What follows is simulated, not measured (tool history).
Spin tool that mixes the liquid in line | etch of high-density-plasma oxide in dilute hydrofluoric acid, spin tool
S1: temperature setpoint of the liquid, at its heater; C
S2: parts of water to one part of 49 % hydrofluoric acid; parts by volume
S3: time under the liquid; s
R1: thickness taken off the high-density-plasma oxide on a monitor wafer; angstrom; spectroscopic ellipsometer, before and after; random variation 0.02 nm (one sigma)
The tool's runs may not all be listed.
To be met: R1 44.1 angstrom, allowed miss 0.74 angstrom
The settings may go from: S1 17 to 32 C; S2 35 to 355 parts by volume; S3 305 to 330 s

run 1 hour=0 | S1=24 S2=195 S3=305 | R1=72.166
run 2 hour=2.5 | S1=26 S2=195 S3=305 | R1=78.22
run 3 hour=4.7 | S1=26 S2=195 S3=330 | R1=84.378
run 4 hour=11.9 | S1=26 S2=250 S3=330 | R1=61.76
run 5 hour=18.2 | S1=26 S2=250 S3=305 | R1=57.867
run 6 hour=20.9 | S1=26 S2=200 S3=305 | R1=76.136
run 7 hour=23.1 | S1=23.5 S2=210 S3=305 | R1=64.814
run 8 hour=28.6 | S1=21.5 S2=220 S3=305 | R1=56.799
run 9 hour=34.2 | S1=20 S2=225 S3=305 | R1=52.226
run 10 hour=43.1 | S1=19 S2=230 S3=305 | R1=49.13
run 11 hour=50.4 | S1=18.5 S2=230 S3=305 | R1=48.076

Which of these 5 next moves meets every target?
run A hour=57.7 | S1=17.5 S2=255 S3=315 | R1=?
run B hour=57.7 | S1=17 S2=260 S3=330 | R1=?
run C hour=57.7 | S1=17 S2=235 S3=305 | R1=?
run D hour=57.7 | S1=18.5 S2=230 S3=320 | R1=?
run E hour=57.7 | S1=17 S2=230 S3=310 | R1=?

move=A R1=42.189
move=B R1=42.335
move=C R1=44.246
move=D R1=50.507
move=E R1=46.153
A: takes the result that was furthest off past its target
B: takes the result that was furthest off past its target
C: meets every target
D: further off than the last run
E: nearer than the last run, and not there yet
Answer: C

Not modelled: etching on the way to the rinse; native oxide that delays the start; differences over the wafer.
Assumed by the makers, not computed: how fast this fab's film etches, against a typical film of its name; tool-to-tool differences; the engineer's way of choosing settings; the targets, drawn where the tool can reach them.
